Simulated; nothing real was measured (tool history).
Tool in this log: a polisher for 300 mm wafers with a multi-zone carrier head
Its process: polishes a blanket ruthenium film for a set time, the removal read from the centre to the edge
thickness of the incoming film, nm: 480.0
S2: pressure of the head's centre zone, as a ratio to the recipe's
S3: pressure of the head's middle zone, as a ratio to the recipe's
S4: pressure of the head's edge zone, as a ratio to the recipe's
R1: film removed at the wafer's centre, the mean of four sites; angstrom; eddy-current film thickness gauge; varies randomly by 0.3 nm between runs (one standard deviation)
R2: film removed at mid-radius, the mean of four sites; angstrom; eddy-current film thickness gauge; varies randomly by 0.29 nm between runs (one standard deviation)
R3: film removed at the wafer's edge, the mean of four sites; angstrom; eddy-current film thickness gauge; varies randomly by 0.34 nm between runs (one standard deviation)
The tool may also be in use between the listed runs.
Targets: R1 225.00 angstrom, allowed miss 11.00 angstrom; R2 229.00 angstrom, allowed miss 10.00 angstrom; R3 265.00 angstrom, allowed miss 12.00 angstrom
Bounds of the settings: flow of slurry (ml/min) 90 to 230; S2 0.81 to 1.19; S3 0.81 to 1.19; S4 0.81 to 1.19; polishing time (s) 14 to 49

run 1 hour=0.0 | flow_of_slurry_(ml/min)=150 S2=1.00 S3=1.00 S4=1.00 polishing_time_(s)=31 | R1=252.41 R2=248.76 R3=251.69
run 2 hour=5.2 | flow_of_slurry_(ml/min)=150 S2=1.00 S3=1.00 S4=1.00 polishing_time_(s)=25 | R1=199.24 R2=202.36 R3=206.31
run 3 hour=6.9 | flow_of_slurry_(ml/min)=155 S2=0.99 S3=0.99 S4=1.04 polishing_time_(s)=26 | R1=205.63 R2=204.76 R3=216.14
run 4 hour=8.0 | flow_of_slurry_(ml/min)=155 S2=0.97 S3=0.99 S4=1.07 polishing_time_(s)=27 | R1=217.43 R2=219.07 R3=232.14
run 5 hour=13.8 | flow_of_slurry_(ml/min)=155 S2=0.97 S3=0.99 S4=1.02 polishing_time_(s)=27 | R1=212.63 R2=209.77 R3=227.48
run 6 hour=14.3 | flow_of_slurry_(ml/min)=160 S2=0.95 S3=1.00 S4=1.04 polishing_time_(s)=27 | R1=207.30 R2=221.67 R3=228.64
run 7 hour=15.2 | flow_of_slurry_(ml/min)=160 S2=0.95 S3=1.00 S4=1.04 polishing_time_(s)=27 | R1=208.32 R2=222.02 R3=228.88
run 8 hour=22.3 | flow_of_slurry_(ml/min)=165 S2=0.94 S3=0.99 S4=1.07 polishing_time_(s)=27 | R1=212.32 R2=220.16 R3=230.35
-- hour=28.5 slurry nozzle cleaned
run 9 hour=28.5 | flow_of_slurry_(ml/min)=160 S2=0.93 S3=0.98 S4=1.08 polishing_time_(s)=28 | R1=233.58 R2=241.95 R3=247.98
run 10 hour=29.1 | flow_of_slurry_(ml/min)=175 S2=0.90 S3=0.95 S4=1.07 polishing_time_(s)=28 | R1=219.40 R2=235.85 R3=249.39
run 11 hour=30.8 | flow_of_slurry_(ml/min)=175 S2=0.89 S3=0.93 S4=1.08 polishing_time_(s)=28 | R1=223.48 R2=229.32 R3=249.49
run 12 hour=37.2 | flow_of_slurry_(ml/min)=175 S2=0.87 S3=0.91 S4=1.09 polishing_time_(s)=28 | R1=216.73 R2=224.35 R3=249.66
run 13 hour=43.0 | flow_of_slurry_(ml/min)=175 S2=0.86 S3=0.90 S4=1.10 polishing_time_(s)=28 | R1=214.01 R2=226.70 R3=259.49

Which one of the following 4 next-run settings gets every result inside its allowed miss? There is exactly one.
run A hour=48.8 | flow_of_slurry_(ml/min)=210 S2=0.89 S3=1.03 S4=1.07 polishing_time_(s)=26 | R1=? R2=? R3=?
run B hour=48.8 | flow_of_slurry_(ml/min)=230 S2=0.86 S3=1.08 S4=1.09 polishing_time_(s)=25 | R1=? R2=? R3=?
run C hour=48.8 | flow_of_slurry_(ml/min)=175 S2=0.81 S3=0.83 S4=1.11 polishing_time_(s)=29 | R1=? R2=? R3=?
run D hour=48.8 | flow_of_slurry_(ml/min)=140 S2=0.88 S3=0.89 S4=1.07 polishing_time_(s)=30 | R1=? R2=? R3=?

move=A R1=210.31 R2=235.42 R3=237.09
move=B R1=197.67 R2=238.14 R3=231.53
move=C R1=207.82 R2=214.66 R3=265.42
move=D R1=226.19 R2=228.32 R3=264.05
A: further off than the last run
B: further off than the last run
C: further off than the last run
D: all results in spec
Move D is the one to make.

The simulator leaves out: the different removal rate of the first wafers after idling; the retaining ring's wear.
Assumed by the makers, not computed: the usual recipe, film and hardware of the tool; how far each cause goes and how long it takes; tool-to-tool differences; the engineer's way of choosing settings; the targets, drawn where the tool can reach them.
